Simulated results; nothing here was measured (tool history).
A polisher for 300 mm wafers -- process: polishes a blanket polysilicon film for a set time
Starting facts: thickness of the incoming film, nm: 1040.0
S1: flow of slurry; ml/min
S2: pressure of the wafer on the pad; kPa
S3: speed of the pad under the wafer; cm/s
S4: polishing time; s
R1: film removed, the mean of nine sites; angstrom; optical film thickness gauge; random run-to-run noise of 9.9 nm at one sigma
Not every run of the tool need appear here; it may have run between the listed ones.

| run | hour | S1 | S2 | S3 | S4 | R1 |
|---|---|---|---|---|---|---|
| 1 | 0.0 | 270 | 16.5 | 90 | 64 | 5223.3 |
| 2 | 0.9 | 270 | 16.5 | 102 | 64 | 5838.3 |
| 3 | 8.0 | 270 | 16.5 | 86 | 64 | 4970.5 |
| 4 | 15.4 | 270 | 16.5 | 64 | 64 | 3797.3 |
| 5 | 23.4 | 270 | 18.6 | 66 | 64 | 4236.8 |
| 6 | 29.4 | 270 | 18.6 | 66 | 67 | 4530.1 |
| 7 | 30.9 | 270 | 20.0 | 70 | 67 | 5029.2 |

The next listed run, before its measurement:
| 8 | 39.8 | 270 | 21.4 | 72 | 67 | ? |

Run 8 measured R1 5499.4 angstrom.

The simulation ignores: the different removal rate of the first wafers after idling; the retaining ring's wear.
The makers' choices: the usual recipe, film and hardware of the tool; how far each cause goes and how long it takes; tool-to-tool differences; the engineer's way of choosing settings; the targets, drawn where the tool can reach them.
